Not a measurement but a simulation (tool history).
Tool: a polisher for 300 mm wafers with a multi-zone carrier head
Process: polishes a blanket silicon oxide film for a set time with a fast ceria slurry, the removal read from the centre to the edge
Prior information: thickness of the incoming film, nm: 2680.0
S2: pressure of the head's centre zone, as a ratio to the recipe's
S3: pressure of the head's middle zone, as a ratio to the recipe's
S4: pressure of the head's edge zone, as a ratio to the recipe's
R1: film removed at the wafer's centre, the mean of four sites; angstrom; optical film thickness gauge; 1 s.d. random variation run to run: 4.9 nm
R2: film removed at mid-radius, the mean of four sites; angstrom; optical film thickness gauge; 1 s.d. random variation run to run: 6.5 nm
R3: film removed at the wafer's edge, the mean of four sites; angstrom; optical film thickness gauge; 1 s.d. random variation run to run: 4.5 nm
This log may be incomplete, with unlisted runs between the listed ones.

Run 1, hour 0.0: flow of slurry (ml/min) 290, S2 1.00, S3 1.00, S4 1.00, polishing time (s) 46. Result: R1 5322.2 angstrom, R2 5266.3 angstrom, R3 5298.1 angstrom.
Run 2, hour 7.8: flow of slurry (ml/min) 290, S2 1.00, S3 1.00, S4 1.00, polishing time (s) 57. Result: R1 6583.4 angstrom, R2 6613.6 angstrom, R3 6441.4 angstrom.
Run 3, hour 8.6: flow of slurry (ml/min) 285, S2 0.98, S3 1.01, S4 0.98, polishing time (s) 56. Result: R1 6292.9 angstrom, R2 6349.3 angstrom, R3 6353.9 angstrom.
Run 4, hour 15.0: flow of slurry (ml/min) 285, S2 0.98, S3 0.98, S4 0.98, polishing time (s) 56. Result: R1 6276.6 angstrom, R2 6349.6 angstrom, R3 6309.8 angstrom.
Run 5, hour 18.1: flow of slurry (ml/min) 300, S2 0.96, S3 1.01, S4 0.96, polishing time (s) 55. Result: R1 6136.7 angstrom, R2 6387.4 angstrom, R3 6108.2 angstrom.
Run 6, hour 23.0: flow of slurry (ml/min) 340, S2 0.96, S3 1.01, S4 0.96, polishing time (s) 55. Result: R1 6251.5 angstrom, R2 6504.3 angstrom, R3 6156.4 angstrom.

Run 7 is up next; what results do you expect?
Run 7, hour 29.7: flow of slurry (ml/min) 295, S2 0.86, S3 1.06, S4 0.86, polishing time (s) 53. Result: R1 ?, R2 ?, R3 ?.

R1: 5401.7 angstrom
R2: 6328.1 angstrom
R3: 5628.3 angstrom
